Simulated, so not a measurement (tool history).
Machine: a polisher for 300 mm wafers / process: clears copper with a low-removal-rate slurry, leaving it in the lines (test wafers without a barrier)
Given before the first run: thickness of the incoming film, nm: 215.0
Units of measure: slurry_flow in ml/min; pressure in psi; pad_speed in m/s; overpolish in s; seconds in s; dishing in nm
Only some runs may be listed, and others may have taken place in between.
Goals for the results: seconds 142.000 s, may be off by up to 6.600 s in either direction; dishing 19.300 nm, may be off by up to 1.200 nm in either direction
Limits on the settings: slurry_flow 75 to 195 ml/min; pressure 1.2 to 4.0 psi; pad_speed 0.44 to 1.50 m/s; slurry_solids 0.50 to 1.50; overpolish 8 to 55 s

| run | day | slurry_flow | pressure | pad_speed | slurry_solids | overpolish | seconds | dishing |
|---|---|---|---|---|---|---|---|---|
| 1 | 0.000 | 125 | 2.6 | 0.96 | 1.00 | 28 | 101.400 | 37.488 |
| 2 | 0.042 | 125 | 2.4 | 0.96 | 1.00 | 26 | 109.990 | 32.667 |
| 3 | 0.083 | 155 | 2.4 | 0.96 | 1.00 | 26 | 103.170 | 34.665 |
| 4 | 0.175 | 170 | 2.4 | 0.96 | 1.00 | 26 | 105.380 | 34.436 |
| 5 | 0.375 | 170 | 2.3 | 0.96 | 1.00 | 24 | 109.120 | 31.088 |
| 6 | 0.500 | 170 | 2.9 | 0.96 | 1.00 | 24 | 88.219 | 38.405 |
| 7 | 0.592 | 170 | 2.7 | 0.96 | 1.00 | 23 | 91.136 | 35.340 |
| 8 | 0.850 | 170 | 2.5 | 0.96 | 1.00 | 22 | 98.002 | 31.501 |
| 9 | 1.062 | 170 | 2.3 | 0.96 | 1.00 | 21 | 107.750 | 26.960 |
| 10 | 1.288 | 140 | 1.7 | 0.96 | 1.00 | 19 | 148.910 | 18.911 |
| 11 | 1.621 | 145 | 1.7 | 0.96 | 1.00 | 19 | 149.920 | 19.257 |

Consider the 5 candidate settings below. Which is the only one whose results all fall within their allowed miss of target?
| A | 1.954 | 140 | 2.1 | 0.90 | 0.95 | 13 | ? | ? |
| B | 1.954 | 140 | 1.9 | 1.10 | 1.00 | 14 | ? | ? |
| C | 1.954 | 135 | 1.7 | 1.10 | 1.15 | 19 | ? | ? |
| D | 1.954 | 145 | 1.9 | 1.04 | 1.00 | 19 | ? | ? |
| E | 1.954 | 135 | 1.7 | 1.08 | 0.90 | 18 | ? | ? |

| move | seconds | dishing |
|---|---|---|
| A | 131.190 | 15.688 |
| B | 123.690 | 17.667 |
| C | 132.450 | 21.746 |
| D | 127.950 | 22.508 |
| E | 145.140 | 19.116 |
A: the result that was furthest off in the last run now lies on the other side of its target
B: the result that was furthest off in the last run now lies on the other side of its target
C: the result that was furthest off in the last run now lies on the other side of its target
D: the result that was furthest off in the last run now lies on the other side of its target
E: every result lands within tolerance
Answer: E
